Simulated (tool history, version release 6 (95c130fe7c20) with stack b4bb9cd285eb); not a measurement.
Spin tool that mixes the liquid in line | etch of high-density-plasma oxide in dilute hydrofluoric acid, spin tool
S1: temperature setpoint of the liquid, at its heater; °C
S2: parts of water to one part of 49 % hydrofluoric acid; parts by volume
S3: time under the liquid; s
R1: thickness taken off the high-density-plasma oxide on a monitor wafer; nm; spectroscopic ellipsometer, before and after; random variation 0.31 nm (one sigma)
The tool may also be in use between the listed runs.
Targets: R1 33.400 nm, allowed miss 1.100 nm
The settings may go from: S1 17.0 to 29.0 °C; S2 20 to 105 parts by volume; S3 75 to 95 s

{"run": 1, "day": 0.0, "S1": 21.0, "S2": 55, "S3": 95, "R1": 11.023}
{"run": 2, "day": 0.079, "S1": 22.5, "S2": 50, "S3": 95, "R1": 13.369}
{"run": 3, "day": 0.125, "S1": 23.5, "S2": 45, "S3": 95, "R1": 15.449}
{"run": 4, "day": 0.408, "S1": 23.5, "S2": 45, "S3": 75, "R1": 12.052}
{"run": 5, "day": 0.729, "S1": 24.5, "S2": 40, "S3": 80, "R1": 14.987}
{"run": 6, "day": 0.983, "S1": 25.5, "S2": 35, "S3": 85, "R1": 19.587}
{"run": 7, "day": 1.35, "S1": 29.0, "S2": 20, "S3": 85, "R1": 40.772}
{"run": 8, "day": 1.4, "S1": 26.5, "S2": 20, "S3": 85, "R1": 36.118}

5 next moves are on the table. One of them brings every result within its allowed miss. Which?
{"run": "A", "day": 1.45, "S1": 26.5, "S2": 20, "S3": 95, "R1": "?"}
{"run": "B", "day": 1.45, "S1": 27.0, "S2": 20, "S3": 85, "R1": "?"}
{"run": "C", "day": 1.45, "S1": 29.0, "S2": 25, "S3": 95, "R1": "?"}
{"run": "D", "day": 1.45, "S1": 29.0, "S2": 25, "S3": 90, "R1": "?"}
{"run": "E", "day": 1.45, "S1": 25.5, "S2": 20, "S3": 90, "R1": "?"}

move=A R1=40.533
move=B R1=37.025
move=C R1=35.656
move=D R1=33.779
move=E R1=36.834
A: further off than the last run
B: further off than the last run
C: nearer than the last run, and not there yet
D: meets every target
E: further off than the last run
Move D is the one to make.

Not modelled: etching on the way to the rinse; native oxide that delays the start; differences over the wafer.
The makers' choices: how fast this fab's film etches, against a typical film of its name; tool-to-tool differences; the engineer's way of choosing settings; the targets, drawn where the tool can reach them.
